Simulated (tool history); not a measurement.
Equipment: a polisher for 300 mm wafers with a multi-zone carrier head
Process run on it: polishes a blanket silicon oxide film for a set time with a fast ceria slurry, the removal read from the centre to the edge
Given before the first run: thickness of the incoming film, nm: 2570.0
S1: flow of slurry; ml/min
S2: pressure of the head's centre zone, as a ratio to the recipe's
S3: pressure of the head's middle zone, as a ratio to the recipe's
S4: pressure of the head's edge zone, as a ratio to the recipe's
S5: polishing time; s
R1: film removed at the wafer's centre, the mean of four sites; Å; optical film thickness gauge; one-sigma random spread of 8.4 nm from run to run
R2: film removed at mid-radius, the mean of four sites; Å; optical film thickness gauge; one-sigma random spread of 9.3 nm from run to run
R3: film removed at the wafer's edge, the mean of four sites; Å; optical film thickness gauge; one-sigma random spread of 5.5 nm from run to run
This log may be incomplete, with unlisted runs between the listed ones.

run    day   S1    S2    S3    S4  S5      R1      R2      R3
  1  0.000  140  1.00  1.00  1.00  58  9057.1  8746.2  9194.1
  2  0.267  155  1.00  1.00  1.00  58  9297.2  9010.3  9098.5
  3  0.575  155  0.96  1.01  0.98  52  7970.4  8055.4  8337.7
  4  0.871  190  0.96  1.01  0.98  52  8275.8  8454.3  8555.8
  5  1.125  190  0.96  0.98  0.98  52  8444.1  8282.3  8462.0
  6  1.217  190  0.94  1.01  0.94  47  7377.1  7455.2  7548.3
  7  1.508  180  0.92  1.04  0.90  45  6732.5  7225.1  7136.8
  8  1.596  175  0.91  1.05  0.87  44  6765.2  7343.7  6805.9
  9  1.800  165  0.88  1.04  0.86  43  6038.0  7095.3  6675.9

Expected results for the next run?
 10  1.879  160  0.88  1.03  0.85  42   ?   ?   ?

R1: 5952.2 Å
R2: 6887.0 Å
R3: 6498.5 Å
